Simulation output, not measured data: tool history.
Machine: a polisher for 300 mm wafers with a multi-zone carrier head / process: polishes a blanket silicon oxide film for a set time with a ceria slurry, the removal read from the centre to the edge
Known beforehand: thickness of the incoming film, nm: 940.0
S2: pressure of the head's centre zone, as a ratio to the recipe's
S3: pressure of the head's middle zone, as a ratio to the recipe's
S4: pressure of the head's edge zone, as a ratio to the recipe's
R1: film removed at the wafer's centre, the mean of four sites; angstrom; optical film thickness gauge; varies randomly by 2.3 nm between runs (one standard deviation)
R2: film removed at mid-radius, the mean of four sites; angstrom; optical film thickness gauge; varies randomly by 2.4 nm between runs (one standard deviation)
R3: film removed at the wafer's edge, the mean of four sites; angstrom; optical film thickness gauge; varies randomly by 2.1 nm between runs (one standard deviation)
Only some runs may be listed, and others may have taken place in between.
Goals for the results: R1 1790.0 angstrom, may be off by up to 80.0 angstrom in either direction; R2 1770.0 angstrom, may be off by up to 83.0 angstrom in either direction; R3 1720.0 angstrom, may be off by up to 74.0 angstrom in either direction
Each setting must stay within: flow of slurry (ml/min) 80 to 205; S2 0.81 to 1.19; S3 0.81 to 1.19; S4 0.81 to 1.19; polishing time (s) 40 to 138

run 1 hour=0.0 | flow_of_slurry_(ml/min)=135 S2=1.00 S3=1.00 S4=1.00 polishing_time_(s)=88 | R1=2703.2 R2=2701.9 R3=2494.8
run 2 hour=5.8 | flow_of_slurry_(ml/min)=130 S2=0.98 S3=0.97 S4=0.98 polishing_time_(s)=80 | R1=2383.9 R2=2315.8 R3=2336.4
run 3 hour=9.0 | flow_of_slurry_(ml/min)=130 S2=0.98 S3=1.05 S4=0.98 polishing_time_(s)=80 | R1=2468.4 R2=2529.0 R3=2275.7
run 4 hour=12.9 | flow_of_slurry_(ml/min)=130 S2=0.98 S3=1.04 S4=0.97 polishing_time_(s)=72 | R1=2147.0 R2=2224.8 R3=2014.3
run 5 hour=15.3 | flow_of_slurry_(ml/min)=130 S2=0.98 S3=0.99 S4=0.97 polishing_time_(s)=72 | R1=2251.7 R2=2189.5 R3=2017.7
run 6 hour=19.2 | flow_of_slurry_(ml/min)=130 S2=0.98 S3=0.99 S4=0.93 polishing_time_(s)=72 | R1=2235.8 R2=2163.7 R3=1994.3
run 7 hour=26.6 | flow_of_slurry_(ml/min)=125 S2=0.96 S3=0.98 S4=0.92 polishing_time_(s)=69 | R1=2081.1 R2=2039.4 R3=1904.8
run 8 hour=30.9 | flow_of_slurry_(ml/min)=95 S2=0.90 S3=0.92 S4=0.85 polishing_time_(s)=64 | R1=1669.5 R2=1732.7 R3=1663.2

Next run, 5 choices. One meets every target within its allowed miss, the rest don't. Which?
run A hour=35.2 | flow_of_slurry_(ml/min)=95 S2=0.91 S3=0.85 S4=0.86 polishing_time_(s)=65 | R1=? R2=? R3=?
run B hour=35.2 | flow_of_slurry_(ml/min)=90 S2=0.81 S3=0.94 S4=0.88 polishing_time_(s)=61 | R1=? R2=? R3=?
run C hour=35.2 | flow_of_slurry_(ml/min)=90 S2=0.92 S3=0.91 S4=0.83 polishing_time_(s)=67 | R1=? R2=? R3=?
run D hour=35.2 | flow_of_slurry_(ml/min)=100 S2=0.85 S3=0.92 S4=0.89 polishing_time_(s)=65 | R1=? R2=? R3=?
run E hour=35.2 | flow_of_slurry_(ml/min)=100 S2=0.95 S3=1.06 S4=0.83 polishing_time_(s)=62 | R1=? R2=? R3=?

move=A R1=1692.3 R2=1635.7 R3=1673.6
move=B R1=1397.5 R2=1643.5 R3=1574.1
move=C R1=1743.3 R2=1759.0 R3=1684.8
move=D R1=1598.9 R2=1756.5 R3=1709.5
move=E R1=1706.3 R2=1873.6 R3=1577.5
A: the biggest miss grows against the last run
B: the biggest miss grows against the last run
C: hits every target within its allowed miss
D: the biggest miss grows against the last run
E: the biggest miss grows against the last run
C meets every target.
